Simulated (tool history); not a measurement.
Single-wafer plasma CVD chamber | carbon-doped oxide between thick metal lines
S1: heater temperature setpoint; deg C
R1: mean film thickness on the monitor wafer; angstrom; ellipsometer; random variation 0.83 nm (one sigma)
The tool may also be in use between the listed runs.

run 1 day=0 | S1=335 chamber_pressure_(Pa)=687 RF_power_(kW)=0.535 deposition_time_(s)=57.4 | R1=3154.1
run 2 day=0.358 | S1=330 chamber_pressure_(Pa)=687 RF_power_(kW)=0.535 deposition_time_(s)=57.4 | R1=3221.1
run 3 day=0.4 | S1=327 chamber_pressure_(Pa)=693 RF_power_(kW)=0.535 deposition_time_(s)=57.4 | R1=3266.2
run 4 day=0.517 | S1=325 chamber_pressure_(Pa)=699 RF_power_(kW)=0.535 deposition_time_(s)=57.4 | R1=3287
run 5 day=0.767 | S1=323 chamber_pressure_(Pa)=704 RF_power_(kW)=0.535 deposition_time_(s)=57.4 | R1=3308.7
run 6 day=1.088 | S1=321 chamber_pressure_(Pa)=709 RF_power_(kW)=0.535 deposition_time_(s)=57.4 | R1=3332.9
run 7 day=1.267 | S1=320 chamber_pressure_(Pa)=715 RF_power_(kW)=0.535 deposition_time_(s)=57.4 | R1=3345.3
run 8 day=1.508 | S1=319 chamber_pressure_(Pa)=720 RF_power_(kW)=0.535 deposition_time_(s)=57.4 | R1=3361.5
run 9 day=1.75 | S1=318 chamber_pressure_(Pa)=724 RF_power_(kW)=0.535 deposition_time_(s)=57.4 | R1=3398

Run 10, settings as shown, results not yet in. Your forecast:
run 10 day=1.783 | S1=317 chamber_pressure_(Pa)=725 RF_power_(kW)=0.535 deposition_time_(s)=57.4 | R1=?

{"run 10": {"R1": 3406.1}}
